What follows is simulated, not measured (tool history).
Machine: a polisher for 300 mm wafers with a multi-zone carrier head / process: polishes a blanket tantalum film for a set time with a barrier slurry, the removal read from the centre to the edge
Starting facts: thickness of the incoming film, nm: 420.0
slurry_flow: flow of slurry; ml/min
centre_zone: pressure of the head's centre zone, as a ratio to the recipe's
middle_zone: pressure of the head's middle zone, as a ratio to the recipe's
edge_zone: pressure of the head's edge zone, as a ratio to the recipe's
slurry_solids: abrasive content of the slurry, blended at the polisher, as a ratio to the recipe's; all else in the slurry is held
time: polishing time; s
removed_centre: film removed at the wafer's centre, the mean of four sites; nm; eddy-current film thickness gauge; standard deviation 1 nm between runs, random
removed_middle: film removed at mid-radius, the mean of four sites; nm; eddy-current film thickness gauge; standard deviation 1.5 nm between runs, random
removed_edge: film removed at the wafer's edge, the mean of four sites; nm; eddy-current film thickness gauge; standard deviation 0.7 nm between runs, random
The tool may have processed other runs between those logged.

run	day	slurry_flow	centre_zone	middle_zone	edge_zone	slurry_solids	time	removed_centre	removed_middle	removed_edge
1	0	205	1	1	1	1	84	95.643	95.252	91.438
2	0.304	215	1.01	1.03	1.03	1.05	84	97.569	100.38	96.093
3	0.517	215	1.06	1.03	1.03	1.05	84	102.28	102.01	94.496
4	0.542	215	1.06	0.99	1.03	1.05	84	101.99	98.24	97.033
5	0.788	230	1.07	1.02	1.05	1.05	84	104.47	101.86	96.617
6	1.15	230	1.07	1.02	1.01	1.05	84	104.36	102.81	95.039

Estimate the outcome of run 7 from the log above:
7	1.408	240	1.07	1.04	1.03	1.1	84	?	?	?

removed_centre: 107.46 nm
removed_middle: 106.6 nm
removed_edge: 97.906 nm

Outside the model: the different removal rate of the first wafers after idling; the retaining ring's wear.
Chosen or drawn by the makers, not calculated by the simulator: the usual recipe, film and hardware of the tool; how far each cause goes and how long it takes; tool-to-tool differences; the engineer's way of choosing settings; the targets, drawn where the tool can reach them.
